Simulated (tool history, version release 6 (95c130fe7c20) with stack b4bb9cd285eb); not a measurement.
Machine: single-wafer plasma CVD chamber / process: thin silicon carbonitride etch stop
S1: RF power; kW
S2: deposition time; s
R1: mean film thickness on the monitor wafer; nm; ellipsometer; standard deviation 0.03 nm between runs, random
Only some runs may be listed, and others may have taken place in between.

run  hour     S1    S2      R1
  1   0.0  0.180  11.2  6.5797
  2   6.0  0.160  11.2  6.3950
  3   8.4  0.160  12.2  6.9868
  4  11.1  0.180  12.2  7.1421
  5  14.9  0.200  12.2  7.3632
  6  22.0  0.195  11.8  7.1149
  7  28.3  0.190  11.5  6.7983
  8  30.6  0.185  11.2  6.6282
  9  39.3  0.180  10.9  6.3978
 10  47.8  0.175  10.7  6.2659
 11  49.4  0.170  10.5  6.0878

Run 12 comes next. What will it give?
 12  53.4  0.140  9.0   ?

{"run 12": {"R1": 4.9422}}

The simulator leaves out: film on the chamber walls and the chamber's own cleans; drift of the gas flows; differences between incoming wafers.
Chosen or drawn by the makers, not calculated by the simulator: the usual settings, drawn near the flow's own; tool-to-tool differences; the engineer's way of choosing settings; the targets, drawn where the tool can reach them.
